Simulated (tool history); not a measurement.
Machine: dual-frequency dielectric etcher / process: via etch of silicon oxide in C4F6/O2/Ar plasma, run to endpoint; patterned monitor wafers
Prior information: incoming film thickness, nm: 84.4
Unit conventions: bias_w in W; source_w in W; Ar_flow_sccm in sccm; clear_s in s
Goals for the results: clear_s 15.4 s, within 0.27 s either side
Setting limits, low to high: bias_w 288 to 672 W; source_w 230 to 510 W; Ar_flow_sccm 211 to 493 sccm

run	hour	bias_w	source_w	Ar_flow_sccm	clear_s
1	0	480	370	352	18.201
2	4.1	499	370	351	18.005
3	8.7	499	350	351	18.357
4	11.7	574	350	351	17.594
5	18.2	584	360	349	17.418
6	22.5	546	360	349	17.725
7	29.6	558	370	347	17.326
8	36	569	380	346	17.201
9	40.2	579	390	344	16.881
10	40.8	588	400	343	16.639
11	43.3	596	400	342	16.548
12	50.4	603	400	341	16.47
13	56	609	400	340	16.453
14	63.9	615	400	339	16.289

5 next moves are on the table. One of them brings every result within its allowed miss. Which?
A	71.8	672	450	381	?
B	71.8	535	480	319	?
C	71.8	532	470	330	?
D	71.8	557	360	336	?
E	71.8	653	480	285	?

move	clear_s
A	15.584
B	15.895
C	16.127
D	17.545
E	14.694
A: all results land within tolerance of their targets
B: nearer the targets than the last run, but a result is still out of spec
C: nearer the targets than the last run, but a result is still out of spec
D: the biggest miss grows against the last run
E: pushes the last run's worst result past its target
Go with A: it meets all targets.
